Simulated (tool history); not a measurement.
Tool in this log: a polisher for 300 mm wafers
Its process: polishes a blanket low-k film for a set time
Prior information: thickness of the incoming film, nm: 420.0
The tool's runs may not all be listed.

run    day  flow of slurry (ml/min)  pressure of the wafer on the pad (psi)  speed of the pad under the wafer (cm/s)  abrasive content of the slurry  polishing time (s)  film removed (Å)
  1      0                      200                                     1.6                                       98                               1                  23            84.848
  2  0.338                      200                                     1.6                                       76                               1                  23            72.084
  3  0.696                      225                                     1.6                                       76                               1                  23            74.358
  4  0.946                      225                                     1.2                                       76                               1                  23            55.517
  5  1.262                      235                                     1.6                                       76                               1                  23            75.053
  6  1.525                      250                                     1.8                                       76                               1                  23            83.506
  7  1.746                      250                                       2                                       76                               1                  23            92.372
  8  1.771                      250                                     2.2                                       78                               1                  23            103.38
  9  2.133                      255                                     2.3                                       80                               1                  23            111.81

For run 10, what comes out?
 10  2.433                      260                                     2.4                                       80                               1                  23                 ?

film removed (Å): 114.39
